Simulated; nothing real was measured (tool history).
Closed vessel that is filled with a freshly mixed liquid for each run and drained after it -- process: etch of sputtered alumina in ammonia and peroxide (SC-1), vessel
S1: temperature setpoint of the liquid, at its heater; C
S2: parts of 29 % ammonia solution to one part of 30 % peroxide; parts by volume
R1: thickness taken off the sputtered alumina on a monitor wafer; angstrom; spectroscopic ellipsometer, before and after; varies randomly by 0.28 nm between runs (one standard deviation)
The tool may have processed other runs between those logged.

Run 1, day 0: S1 54 C, S2 0.5 parts by volume, time in the liquid (s) 700. Result: R1 625.77 angstrom.
Run 2, day 0.296: S1 47.5 C, S2 0.5 parts by volume, time in the liquid (s) 700. Result: R1 441.26 angstrom.
Run 3, day 0.679: S1 47.5 C, S2 0.5 parts by volume, time in the liquid (s) 700. Result: R1 439.89 angstrom.
Run 4, day 0.746: S1 46 C, S2 0.5 parts by volume, time in the liquid (s) 700. Result: R1 395.78 angstrom.
Run 5, day 1.112: S1 46 C, S2 0.5 parts by volume, time in the liquid (s) 700. Result: R1 399.29 angstrom.
Run 6, day 1.446: S1 45.5 C, S2 0.5 parts by volume, time in the liquid (s) 700. Result: R1 385.29 angstrom.

The next listed run, before its measurement:
Run 7, day 1.833: S1 45 C, S2 0.5 parts by volume, time in the liquid (s) 700. Result: R1 ?.

R1: 377.52 angstrom

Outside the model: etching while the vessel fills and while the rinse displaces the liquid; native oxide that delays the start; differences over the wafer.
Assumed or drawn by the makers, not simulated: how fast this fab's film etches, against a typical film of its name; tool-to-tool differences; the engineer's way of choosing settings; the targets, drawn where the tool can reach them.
